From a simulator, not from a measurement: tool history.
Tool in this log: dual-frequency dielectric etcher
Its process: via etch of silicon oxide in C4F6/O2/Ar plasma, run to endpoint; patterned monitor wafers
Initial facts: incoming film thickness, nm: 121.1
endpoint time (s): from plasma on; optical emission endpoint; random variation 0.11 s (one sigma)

run  hour  bias power (kW)  source power (kW)  Ar flow (sccm)  endpoint time (s)
  1   0.0            0.535              0.450             246             22.939
  2   1.6            0.535              0.450             203             22.629
  3   6.1            0.491              0.450             203             23.876
  4  11.4            0.531              0.450             203             22.928
  5  13.3            0.531              0.380             203             24.074
  6  15.0            0.531              0.380             232             24.414

Run 7 comes next. What will it give?
  7  22.2            0.583              0.390             231                  ?

Logged for run 7: endpoint time (s) 22.688.

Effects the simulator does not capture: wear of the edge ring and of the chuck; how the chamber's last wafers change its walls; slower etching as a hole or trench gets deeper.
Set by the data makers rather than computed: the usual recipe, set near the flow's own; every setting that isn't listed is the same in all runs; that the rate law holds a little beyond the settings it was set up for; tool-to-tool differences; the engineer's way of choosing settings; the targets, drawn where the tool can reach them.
